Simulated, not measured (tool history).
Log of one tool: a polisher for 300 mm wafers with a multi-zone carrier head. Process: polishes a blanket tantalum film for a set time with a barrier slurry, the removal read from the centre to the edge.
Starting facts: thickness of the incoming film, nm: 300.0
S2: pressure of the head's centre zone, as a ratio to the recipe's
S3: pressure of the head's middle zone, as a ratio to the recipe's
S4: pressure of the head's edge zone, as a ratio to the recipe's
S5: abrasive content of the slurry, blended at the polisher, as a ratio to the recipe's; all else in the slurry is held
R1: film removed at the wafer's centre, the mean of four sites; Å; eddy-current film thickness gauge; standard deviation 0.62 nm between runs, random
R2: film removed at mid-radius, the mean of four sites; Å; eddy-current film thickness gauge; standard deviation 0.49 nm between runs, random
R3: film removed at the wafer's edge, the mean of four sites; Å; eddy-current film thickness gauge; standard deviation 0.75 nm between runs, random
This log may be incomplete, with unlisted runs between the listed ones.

Run 1, hour 0: flow of slurry (ml/min) 200, S2 1, S3 1, S4 1, S5 1, polishing time (s) 63. Result: R1 1034.1 Å, R2 943.22 Å, R3 937.42 Å.
Run 2, hour 2.8: flow of slurry (ml/min) 200, S2 1, S3 0.99, S4 0.98, S5 0.9, polishing time (s) 60. Result: R1 927.58 Å, R2 863.55 Å, R3 881.97 Å.
Run 3, hour 4.1: flow of slurry (ml/min) 200, S2 1, S3 0.99, S4 0.98, S5 1, polishing time (s) 60. Result: R1 960.67 Å, R2 884.96 Å, R3 892.92 Å.
Run 4, hour 5: flow of slurry (ml/min) 200, S2 1, S3 0.92, S4 0.98, S5 1, polishing time (s) 60. Result: R1 953.61 Å, R2 847.79 Å, R3 912.88 Å.
Run 5, hour 10: flow of slurry (ml/min) 200, S2 1.02, S3 0.93, S4 0.96, S5 0.95, polishing time (s) 56. Result: R1 906.39 Å, R2 773.22 Å, R3 795.45 Å.
Run 6, hour 11.2: flow of slurry (ml/min) 195, S2 1.02, S3 0.92, S4 0.94, S5 0.9, polishing time (s) 54. Result: R1 856.42 Å, R2 733.61 Å, R3 774.42 Å.
Run 7, hour 17.5: flow of slurry (ml/min) 200, S2 1.03, S3 0.93, S4 0.93, S5 0.85, polishing time (s) 52. Result: R1 823.09 Å, R2 707.81 Å, R3 712.09 Å.
Run 8, hour 20.3: flow of slurry (ml/min) 200, S2 1.03, S3 0.92, S4 0.92, S5 0.8, polishing time (s) 51. Result: R1 800.99 Å, R2 673.21 Å, R3 675.62 Å.
Run 9, hour 23.1: flow of slurry (ml/min) 200, S2 1.03, S3 0.92, S4 0.92, S5 0.8, polishing time (s) 51. Result: R1 790.2 Å, R2 670.9 Å, R3 687.29 Å.
Run 10, hour 26: flow of slurry (ml/min) 200, S2 1.03, S3 0.92, S4 0.91, S5 0.75, polishing time (s) 50. Result: R1 751.48 Å, R2 643.83 Å, R3 662.87 Å.
Run 11, hour 30.5: flow of slurry (ml/min) 200, S2 1.03, S3 0.92, S4 0.9, S5 0.7, polishing time (s) 49. Result: R1 719.35 Å, R2 610.55 Å, R3 627.1 Å.
Run 12, hour 37.1: flow of slurry (ml/min) 200, S2 1.03, S3 0.92, S4 0.89, S5 0.65, polishing time (s) 49. Result: R1 693.3 Å, R2 605.86 Å, R3 608.44 Å.
Run 13, hour 44.5: flow of slurry (ml/min) 200, S2 1.03, S3 0.91, S4 0.88, S5 0.65, polishing time (s) 49. Result: R1 700.8 Å, R2 581.59 Å, R3 598.36 Å.

The next listed run, before its measurement:
Run 14, hour 51.9: flow of slurry (ml/min) 200, S2 1.03, S3 0.91, S4 0.87, S5 0.65, polishing time (s) 49. Result: R1 ?, R2 ?, R3 ?.

{"run 14": {"R1": 704.22, "R2": 591.38, "R3": 587.5}}

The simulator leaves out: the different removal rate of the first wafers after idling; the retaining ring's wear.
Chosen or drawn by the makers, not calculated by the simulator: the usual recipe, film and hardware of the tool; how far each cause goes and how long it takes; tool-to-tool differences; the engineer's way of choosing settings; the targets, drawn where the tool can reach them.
